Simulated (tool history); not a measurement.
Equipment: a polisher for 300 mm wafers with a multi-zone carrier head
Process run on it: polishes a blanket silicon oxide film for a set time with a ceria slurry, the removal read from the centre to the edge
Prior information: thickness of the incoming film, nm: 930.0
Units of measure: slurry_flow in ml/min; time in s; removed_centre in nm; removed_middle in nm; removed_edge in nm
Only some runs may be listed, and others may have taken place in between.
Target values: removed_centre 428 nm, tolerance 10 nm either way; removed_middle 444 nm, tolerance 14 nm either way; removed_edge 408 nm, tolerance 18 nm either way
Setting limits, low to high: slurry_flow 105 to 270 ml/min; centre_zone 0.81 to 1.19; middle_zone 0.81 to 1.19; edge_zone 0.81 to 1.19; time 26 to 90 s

run    day  slurry_flow  centre_zone  middle_zone  edge_zone  time  removed_centre  removed_middle  removed_edge
  1      0          175            1            1          1    58          271.84          271.66        275.37
  2  0.029          145            1            1          1    58          257.47          260.19        259.48
  3  0.112          165         1.02         1.03       1.01    61          285.88          289.14        289.36
  4  0.354          180         1.04         1.06          1    63          308.88          311.51        294.68
  5  0.612          180         1.04         1.06       1.07    63          306.45          313.99         311.4
  6  0.821          150         1.04         1.06       1.07    63          293.37          297.97        295.39
  7  1.042          170         1.06         1.08       1.08    65          319.52          327.41        311.13
  8  1.346          170         1.06         1.08       1.08    65          316.47          324.78        315.56
  9  1.508          185         1.08          1.1        1.1    66          336.82          333.35        329.29
 10  1.712          195         1.08         1.12        1.1    68          353.41           357.4         339.8
 11   1.95          205         1.08         1.13       1.11    69          366.26           373.1        354.94
 12  2.188          215         1.08         1.14       1.11    70          371.65          392.04        359.33
 13  2.283          225         1.09         1.15       1.12    71          384.92          393.01        372.82
 14  2.354          230         1.09         1.16       1.12    72           389.6          406.34         372.5
 15  2.467          235         1.09         1.17       1.13    73          401.31          409.16        381.24
 16  2.825          235         1.09         1.17       1.13    74          398.84          422.71        382.23
 17  3.146          240         1.09         1.17       1.14    74             403          429.88        387.95
     3.233  -- slurry nozzle cleaned
 18  3.233          265         1.12         1.16       1.19    74          443.06          440.96        420.58
 19  3.475          260         1.12         1.16       1.19    74           437.7          441.98        416.21
 20  3.746          255         1.12         1.17       1.18    74          433.37          436.31        401.86

Of the 5 settings listed for the next run, only one would bring every result within its allowed miss of target. Which one?
  A  4.017          270         1.11         1.07       1.19    71               ?               ?             ?
  B  4.017          270         1.08         1.16       1.14    74               ?               ?             ?
  C  4.017          265         1.12         1.06       1.19    73               ?               ?             ?
  D  4.017          270         1.08         1.08       1.17    74               ?               ?             ?
  E  4.017          245         1.14         1.15       1.19    71               ?               ?             ?

move  removed_centre  removed_middle  removed_edge
   A          420.53          398.64        393.43
   B          426.64           445.4        400.53
   C          435.26          405.74        403.93
   D           426.4          418.87        406.39
   E          426.82          419.23        389.66
A: misses by more than the last run did
B: every result within its allowed miss
C: misses by more than the last run did
D: misses by more than the last run did
E: misses by more than the last run did
B is the move that brings every result within its allowed miss.

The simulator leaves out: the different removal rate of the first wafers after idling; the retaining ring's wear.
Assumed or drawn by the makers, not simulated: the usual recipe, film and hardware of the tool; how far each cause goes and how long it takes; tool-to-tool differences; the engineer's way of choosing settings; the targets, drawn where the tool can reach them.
